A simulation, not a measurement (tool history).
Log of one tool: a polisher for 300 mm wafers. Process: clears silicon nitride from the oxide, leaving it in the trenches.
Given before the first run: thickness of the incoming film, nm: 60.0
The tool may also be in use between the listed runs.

run,hour,flow of slurry (ml/min),pressure of the wafer on the pad (kPa),speed of the pad under the wafer (m/s),overpolish time after the end point (s),time until the end point was called (s)
1,0,285,15.2,1.02,6,75.31
2,2.6,285,11.7,1.02,6,96.88
3,7.8,280,10.3,0.92,6,117.95
4,15.4,280,10.3,0.92,5,121.93
5,20,280,12.4,0.92,5,101.31
6,22.2,280,15.2,0.92,5,82.745
7,24.8,280,13.1,0.84,5,103.33

Run 8 is up next; what results do you expect?
8,31.8,280,11.7,0.78,5,?

{"run 8": {"time until the end point was called (s)": 125.42}}
